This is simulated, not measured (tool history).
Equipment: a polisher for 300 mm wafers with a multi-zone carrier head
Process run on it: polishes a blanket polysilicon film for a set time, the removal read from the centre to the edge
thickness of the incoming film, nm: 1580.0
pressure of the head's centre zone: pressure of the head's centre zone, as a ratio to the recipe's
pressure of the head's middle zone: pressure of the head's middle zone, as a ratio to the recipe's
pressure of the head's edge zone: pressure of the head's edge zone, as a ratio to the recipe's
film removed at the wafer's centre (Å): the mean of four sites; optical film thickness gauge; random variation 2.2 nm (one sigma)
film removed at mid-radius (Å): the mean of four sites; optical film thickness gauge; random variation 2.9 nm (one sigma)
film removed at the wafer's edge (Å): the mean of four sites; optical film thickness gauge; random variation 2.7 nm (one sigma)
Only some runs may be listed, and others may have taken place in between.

run  hour  flow of slurry (ml/min)  pressure of the head's centre zone  pressure of the head's middle zone  pressure of the head's edge zone  polishing time (s)  film removed at the wafer's centre (Å)  film removed at mid-radius (Å)  film removed at the wafer's edge (Å)
  1   0.0                      245                                1.00                                1.00                              1.00                  76                                  4072.6                          4120.6                                4189.4
  2   0.7                      245                                1.00                                1.00                              0.96                  76                                  3995.2                          4190.9                                4036.9
  3   2.0                      245                                1.00                                1.00                              1.04                  76                                  4005.8                          4157.1                                4197.3
  4   5.3                      245                                1.01                                0.99                              1.02                  71                                  3785.7                          3819.8                                3845.7
     10.8  -- edge zone pressure recalibrated
  5  10.8                      245                                1.01                                0.96                              1.02                  71                                  3796.6                          3723.1                                3679.7
  6  17.1                      245                                1.01                                0.96                              1.02                  80                                  4323.6                          4205.6                                4310.4
  7  21.6                      240                                1.01                                0.94                              1.02                  76                                  4032.5                          4030.6                                4086.5
  8  26.8                      245                                1.01                                0.93                              1.03                  72                                  3864.6                          3739.2                                3832.1
  9  30.7                      250                                1.01                                0.92                              1.03                  68                                  3583.8                          3492.5                                3605.5
 10  34.8                      250                                1.02                                0.91                              1.03                  65                                  3504.4                          3285.4                                3524.0
 11  39.9                      255                                1.04                                0.91                              0.93                  43                                  2424.3                          2230.0                                2179.7

Estimate the outcome of run 12 from the log above:
 12  45.2                      280                                1.06                                0.90                              1.00                  43                                       ?                               ?                                     ?

Run 12 gave film removed at the wafer's centre (Å) 2463.2, film removed at mid-radius (Å) 2176.4, film removed at the wafer's edge (Å) 2260.0.

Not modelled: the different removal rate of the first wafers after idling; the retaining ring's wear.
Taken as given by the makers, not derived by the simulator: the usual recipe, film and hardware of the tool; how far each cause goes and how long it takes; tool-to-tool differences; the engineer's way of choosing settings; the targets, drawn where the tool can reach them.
